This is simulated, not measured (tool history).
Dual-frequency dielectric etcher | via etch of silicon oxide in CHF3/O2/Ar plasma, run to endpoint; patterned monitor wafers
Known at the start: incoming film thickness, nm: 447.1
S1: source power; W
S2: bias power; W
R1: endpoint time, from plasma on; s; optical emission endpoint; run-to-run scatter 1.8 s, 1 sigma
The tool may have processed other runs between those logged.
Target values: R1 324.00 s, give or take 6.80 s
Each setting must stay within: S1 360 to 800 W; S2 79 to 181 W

run 1 hour=0.0 | S1=580 S2=130 | R1=248.18
run 2 hour=5.6 | S1=550 S2=124 | R1=254.75
run 3 hour=8.0 | S1=530 S2=119 | R1=265.36
run 4 hour=10.8 | S1=530 S2=140 | R1=248.79
run 5 hour=18.5 | S1=530 S2=149 | R1=241.77
run 6 hour=23.1 | S1=510 S2=142 | R1=250.85
run 7 hour=26.6 | S1=490 S2=136 | R1=258.36
run 8 hour=34.3 | S1=480 S2=130 | R1=266.14
run 9 hour=41.3 | S1=470 S2=126 | R1=274.06
run 10 hour=42.5 | S1=460 S2=124 | R1=273.73

Below are 5 possible settings for the next run. Only one of them brings all results inside the allowed miss of their targets. Which is it?
run A hour=43.7 | S1=380 S2=98 | R1=?
run B hour=43.7 | S1=360 S2=94 | R1=?
run C hour=43.7 | S1=380 S2=110 | R1=?
run D hour=43.7 | S1=530 S2=136 | R1=?
run E hour=43.7 | S1=470 S2=109 | R1=?

move=A R1=320.51
move=B R1=332.48
move=C R1=307.58
move=D R1=249.69
move=E R1=283.36
A: in spec on every target
B: pushes the last run's worst result past its target
C: better than the last run, though not everything is in spec
D: further off than the last run
E: better than the last run, though not everything is in spec
Move A is the one to make.

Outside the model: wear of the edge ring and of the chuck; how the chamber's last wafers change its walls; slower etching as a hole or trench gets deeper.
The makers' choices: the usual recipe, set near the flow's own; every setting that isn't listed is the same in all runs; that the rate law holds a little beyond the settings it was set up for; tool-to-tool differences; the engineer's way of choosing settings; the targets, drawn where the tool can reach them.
